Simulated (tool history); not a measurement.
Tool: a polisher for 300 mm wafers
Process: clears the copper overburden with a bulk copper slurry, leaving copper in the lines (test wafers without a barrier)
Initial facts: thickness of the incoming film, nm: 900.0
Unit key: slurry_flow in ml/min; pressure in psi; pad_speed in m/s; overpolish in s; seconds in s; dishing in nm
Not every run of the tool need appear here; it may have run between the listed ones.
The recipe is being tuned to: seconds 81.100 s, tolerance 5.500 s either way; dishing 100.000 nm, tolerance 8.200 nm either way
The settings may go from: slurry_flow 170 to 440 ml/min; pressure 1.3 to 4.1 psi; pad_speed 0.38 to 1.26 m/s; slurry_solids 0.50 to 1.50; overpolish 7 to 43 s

run 1 day=0.000 | slurry_flow=280 pressure=2.7 pad_speed=0.82 slurry_solids=1.00 overpolish=22 | seconds=122.940 dishing=93.585
run 2 day=0.046 | slurry_flow=280 pressure=2.7 pad_speed=0.82 slurry_solids=1.10 overpolish=22 | seconds=115.510 dishing=97.719
run 3 day=0.325 | slurry_flow=280 pressure=2.7 pad_speed=0.82 slurry_solids=1.10 overpolish=30 | seconds=114.510 dishing=121.250
run 4 day=0.442 | slurry_flow=280 pressure=2.7 pad_speed=0.82 slurry_solids=0.90 overpolish=30 | seconds=122.460 dishing=114.180
run 5 day=0.667 | slurry_flow=280 pressure=2.9 pad_speed=0.84 slurry_solids=0.90 overpolish=26 | seconds=114.710 dishing=115.170
run 6 day=0.942 | slurry_flow=285 pressure=3.0 pad_speed=0.88 slurry_solids=0.95 overpolish=21 | seconds=97.201 dishing=109.590
run 7 day=1.025 | slurry_flow=285 pressure=3.1 pad_speed=0.88 slurry_solids=0.95 overpolish=19 | seconds=99.505 dishing=103.380
run 8 day=1.092 | slurry_flow=285 pressure=3.8 pad_speed=0.96 slurry_solids=0.95 overpolish=10 | seconds=73.587 dishing=85.039
-- day=1.275 worn pad replaced by a new one
run 9 day=1.275 | slurry_flow=285 pressure=3.7 pad_speed=0.96 slurry_solids=0.95 overpolish=12 | seconds=68.378 dishing=93.343
run 10 day=1.646 | slurry_flow=285 pressure=3.6 pad_speed=0.96 slurry_solids=0.95 overpolish=13 | seconds=70.236 dishing=104.980
run 11 day=1.875 | slurry_flow=285 pressure=3.5 pad_speed=0.96 slurry_solids=0.95 overpolish=13 | seconds=71.340 dishing=97.417

Pick the move, out of 4, that brings all results within their allowed miss; only one does.
run A day=2.104 | slurry_flow=260 pressure=3.5 pad_speed=1.02 slurry_solids=1.10 overpolish=12 | seconds=? dishing=?
run B day=2.104 | slurry_flow=305 pressure=3.8 pad_speed=1.04 slurry_solids=0.85 overpolish=13 | seconds=? dishing=?
run C day=2.104 | slurry_flow=265 pressure=3.8 pad_speed=1.00 slurry_solids=1.00 overpolish=9 | seconds=? dishing=?
run D day=2.104 | slurry_flow=285 pressure=3.6 pad_speed=0.84 slurry_solids=0.95 overpolish=14 | seconds=? dishing=?

move=A seconds=67.321 dishing=97.944
move=B seconds=64.346 dishing=107.160
move=C seconds=64.783 dishing=82.885
move=D seconds=81.570 dishing=95.769
A: its largest miss is bigger than the last run's
B: its largest miss is bigger than the last run's
C: its largest miss is bigger than the last run's
D: meets every target
The move that meets every target is D.
